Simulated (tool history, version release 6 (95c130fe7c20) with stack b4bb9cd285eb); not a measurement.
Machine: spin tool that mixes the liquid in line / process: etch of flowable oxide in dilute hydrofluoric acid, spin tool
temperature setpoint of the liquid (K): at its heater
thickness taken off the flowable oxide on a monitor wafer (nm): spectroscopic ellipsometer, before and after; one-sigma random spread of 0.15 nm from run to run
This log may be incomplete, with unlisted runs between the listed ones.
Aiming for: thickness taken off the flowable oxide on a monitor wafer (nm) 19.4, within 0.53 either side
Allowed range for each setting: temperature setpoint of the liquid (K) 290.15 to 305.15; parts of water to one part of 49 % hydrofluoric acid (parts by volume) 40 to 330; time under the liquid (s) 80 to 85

run,hour,temperature setpoint of the liquid (K),parts of water to one part of 49 % hydrofluoric acid (parts by volume),time under the liquid (s),thickness taken off the flowable oxide on a monitor wafer (nm)
1,0,297.15,185,80,15.778
2,8.5,297.15,220,80,12.641
3,14.5,295.15,220,80,11.83
4,20.6,297.65,220,80,12.961
5,22.1,299.65,215,80,14.374
6,26.9,301.15,215,80,15.097
7,31.9,302.15,210,80,16.339
8,39.7,303.15,205,80,17.162
9,45.6,305.15,190,80,20.316

Exactly one of the 5 candidate moves below puts every result within its allowed miss. Which one?
A,51.5,305.15,195,80,?
B,51.5,305.15,190,85,?
C,51.5,301.15,160,80,?
D,51.5,304.15,185,85,?
E,51.5,303.65,195,80,?

move,thickness taken off the flowable oxide on a monitor wafer (nm)
A,19.395
B,21.286
C,21.463
D,21.261
E,18.425
A: hits every target within its allowed miss
B: its largest miss is bigger than the last run's
C: its largest miss is bigger than the last run's
D: its largest miss is bigger than the last run's
E: carries the result that was furthest off beyond its target, to the other side
So the answer is move A, the one that meets all the targets.
